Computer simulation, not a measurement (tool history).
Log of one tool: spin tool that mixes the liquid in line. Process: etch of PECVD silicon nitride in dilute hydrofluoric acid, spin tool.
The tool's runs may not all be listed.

| run | day | temperature setpoint of the liquid (C) | parts of water to one part of 49 % hydrofluoric acid (parts by volume) | time under the liquid (s) | thickness taken off the PECVD silicon nitride on a monitor wafer (Å) |
|---|---|---|---|---|---|
| 1 | 0.000 | 25.0 | 75 | 75 | 42.357 |
| 2 | 0.171 | 25.0 | 50 | 75 | 63.491 |
| 3 | 0.300 | 22.0 | 50 | 75 | 51.795 |
| 4 | 0.562 | 21.5 | 55 | 75 | 45.837 |
| 5 | 0.629 | 21.0 | 55 | 75 | 44.177 |
| 6 | 0.838 | 21.0 | 55 | 75 | 44.374 |

The next listed run, before its measurement:
| 7 | 1.042 | 17.0 | 80 | 75 | ? |

{"run 7": {"thickness taken off the PECVD silicon nitride on a monitor wafer (Å)": 23.322}}

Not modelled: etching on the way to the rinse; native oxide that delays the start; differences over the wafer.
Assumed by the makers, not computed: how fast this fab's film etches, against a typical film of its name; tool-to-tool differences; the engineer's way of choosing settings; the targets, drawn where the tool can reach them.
